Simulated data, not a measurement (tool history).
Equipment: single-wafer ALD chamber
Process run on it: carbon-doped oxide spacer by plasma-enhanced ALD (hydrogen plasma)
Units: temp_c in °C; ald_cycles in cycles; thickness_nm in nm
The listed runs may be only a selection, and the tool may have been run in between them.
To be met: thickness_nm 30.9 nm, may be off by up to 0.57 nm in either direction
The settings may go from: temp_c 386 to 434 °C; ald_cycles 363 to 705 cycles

| run | hour | temp_c | ald_cycles | thickness_nm |
|---|---|---|---|---|
| 1 | 0 | 410 | 534 | 25.205 |
| 2 | 5.3 | 410 | 490 | 23.119 |
| 3 | 7.2 | 410 | 423 | 20.06 |
| 4 | 13.8 | 401 | 423 | 20.511 |
| 5 | 22.1 | 407 | 423 | 20.081 |
| 6 | 25.3 | 406 | 447 | 21.181 |
| 7 | 31.5 | 405 | 469 | 22.394 |
| 8 | 40.3 | 404 | 486 | 23.13 |
| 9 | 46.3 | 403 | 503 | 23.938 |
| 10 | 48 | 402 | 518 | 24.85 |

Which one of the following 5 next-run settings gets every result inside its allowed miss? There is exactly one.
| A | 49.7 | 404 | 379 | ? |
| B | 49.7 | 386 | 694 | ? |
| C | 49.7 | 395 | 577 | ? |
| D | 49.7 | 404 | 639 | ? |
| E | 49.7 | 410 | 440 | ? |

| move | thickness_nm |
|---|---|
| A | 18.249 |
| B | 33.896 |
| C | 28.181 |
| D | 30.767 |
| E | 20.845 |
A: further off than the last run
B: moves the result that the last run missed by most past its target, out the other side
C: closes in on the targets versus the last run, not all within tolerance yet
D: meets every target
E: further off than the last run
Go with D: it meets all targets.
